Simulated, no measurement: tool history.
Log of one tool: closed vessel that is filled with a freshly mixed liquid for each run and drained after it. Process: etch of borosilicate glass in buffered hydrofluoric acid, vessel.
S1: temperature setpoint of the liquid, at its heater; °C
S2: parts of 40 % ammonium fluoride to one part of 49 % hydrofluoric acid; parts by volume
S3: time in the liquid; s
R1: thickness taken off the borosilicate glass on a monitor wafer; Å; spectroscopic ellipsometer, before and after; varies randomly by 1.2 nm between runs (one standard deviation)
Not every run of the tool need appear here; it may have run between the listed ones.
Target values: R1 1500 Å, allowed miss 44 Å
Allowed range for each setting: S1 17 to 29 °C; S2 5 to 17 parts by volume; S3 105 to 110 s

run,day,S1,S2,S3,R1
1,0,21,10.5,105,948.93
2,0.288,21,10.5,110,1002.4
3,0.488,21,10.5,110,990.24
4,0.654,21,10.5,105,955.54
5,0.792,23,10.5,105,1058.2
6,0.9,23,9,105,1211.8
7,1.088,24,9,105,1292.9
8,1.429,24.5,9,105,1311
9,1.779,25,9,105,1345.4

Which single option among these 5 for the next run brings every result within its allowed miss of target? Just one does.
A,2.129,28.5,10,105,?
B,2.129,20,7,110,?
C,2.129,24.5,10,105,?
D,2.129,23,8,110,?
E,2.129,23.5,9,105,?

move,R1
A,1488
B,1388.3
C,1205.1
D,1409
E,1250.4
A: all results in spec
B: nearer than the last run, and not there yet
C: the biggest miss grows against the last run
D: nearer than the last run, and not there yet
E: the biggest miss grows against the last run
The right move is A.

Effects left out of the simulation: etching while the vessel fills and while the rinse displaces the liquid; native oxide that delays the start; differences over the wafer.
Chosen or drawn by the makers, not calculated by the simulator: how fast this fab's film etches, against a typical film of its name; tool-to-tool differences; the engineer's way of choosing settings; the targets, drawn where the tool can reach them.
